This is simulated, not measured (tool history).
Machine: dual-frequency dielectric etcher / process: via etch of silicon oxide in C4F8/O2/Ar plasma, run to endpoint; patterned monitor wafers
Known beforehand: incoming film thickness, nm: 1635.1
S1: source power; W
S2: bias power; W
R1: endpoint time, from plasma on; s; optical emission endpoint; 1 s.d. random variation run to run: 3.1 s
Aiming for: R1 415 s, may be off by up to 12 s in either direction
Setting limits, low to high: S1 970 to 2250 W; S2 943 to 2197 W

run,day,S1,S2,R1
1,0,1610,1570,365.89
2,0.292,1520,1533,378.47
3,0.388,1460,1510,383.02
4,0.642,1620,1510,366.77
5,0.95,1620,1375,376.47
6,0.988,1730,1375,366.89
7,1.192,1640,1338,381.45
8,1.246,1580,1319,385.67

Pick the move, out of 4, that brings all results within their allowed miss; only one does.
A,1.3,1720,1352,?
B,1.3,1550,1356,?
C,1.3,1340,1243,?
D,1.3,1080,1164,?

move,R1
A,364.9
B,379.3
C,407.74
D,447.31
A: its largest miss is bigger than the last run's
B: its largest miss is bigger than the last run's
C: all results in spec
D: takes the biggest miss from the last run beyond its target
So the answer is move C, the one that meets all the targets.

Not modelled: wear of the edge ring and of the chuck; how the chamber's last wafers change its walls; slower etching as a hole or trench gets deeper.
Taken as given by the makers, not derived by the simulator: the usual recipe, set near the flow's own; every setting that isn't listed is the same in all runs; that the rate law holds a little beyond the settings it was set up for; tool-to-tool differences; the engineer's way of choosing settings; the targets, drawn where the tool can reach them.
